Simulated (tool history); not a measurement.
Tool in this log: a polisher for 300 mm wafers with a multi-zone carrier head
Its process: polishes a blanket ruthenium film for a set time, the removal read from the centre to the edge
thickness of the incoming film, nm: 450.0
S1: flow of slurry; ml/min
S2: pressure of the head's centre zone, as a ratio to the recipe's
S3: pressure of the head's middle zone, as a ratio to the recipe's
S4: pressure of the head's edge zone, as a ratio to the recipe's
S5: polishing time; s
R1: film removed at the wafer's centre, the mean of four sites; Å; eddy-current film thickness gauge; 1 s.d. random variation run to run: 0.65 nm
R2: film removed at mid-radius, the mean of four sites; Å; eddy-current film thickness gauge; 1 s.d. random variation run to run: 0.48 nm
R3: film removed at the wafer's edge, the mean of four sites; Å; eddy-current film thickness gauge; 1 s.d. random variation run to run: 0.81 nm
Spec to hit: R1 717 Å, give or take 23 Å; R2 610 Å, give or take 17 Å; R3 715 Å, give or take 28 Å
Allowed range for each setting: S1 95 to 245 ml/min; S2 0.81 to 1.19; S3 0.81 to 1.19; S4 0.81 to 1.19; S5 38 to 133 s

run,day,S1,S2,S3,S4,S5,R1,R2,R3
1,0,155,1,1,1,85,949.33,927.09,978.14
2,0.183,150,1,0.97,0.98,82,903.04,889.94,924.31
3,0.55,150,1,0.97,0.9,82,897.64,885.58,889.59
4,0.625,150,1,0.97,0.96,82,912.63,883.48,919.04
5,0.867,150,1,0.97,1.04,82,909.38,894.36,957.61
6,0.992,150,1,0.91,1.04,82,892.01,853.43,941.34
7,1.362,145,1.01,0.89,1.05,78,843.75,787.96,904.52
8,1.408,140,1.02,0.88,1.03,76,828.87,752.97,856.92
9,1.608,135,1.02,0.87,1.02,75,817.11,725.82,835.53
10,1.762,130,1.02,0.86,1.01,74,792.45,710.26,819.58
# day 1.9: edge zone pressure recalibrated
11,1.9,125,1.02,0.85,1,73,764.51,683.01,773.65

Below are 4 possible settings for the next run. Only one of them brings all results inside the allowed miss of their targets. Which is it?
A,2.038,95,0.96,1.09,0.98,78,?,?,?
B,2.038,110,0.97,0.92,0.86,73,?,?,?
C,2.038,95,1.03,1.05,0.84,72,?,?,?
D,2.038,140,1.02,0.81,0.98,65,?,?,?

move,R1,R2,R3
A,703.52,817.91,782.23
B,703.45,710.38,716.78
C,696.96,734.13,676.23
D,708.26,616.52,707
A: further off than the last run
B: further off than the last run
C: further off than the last run
D: each result inside its tolerance
Correct choice: D, which meets every target
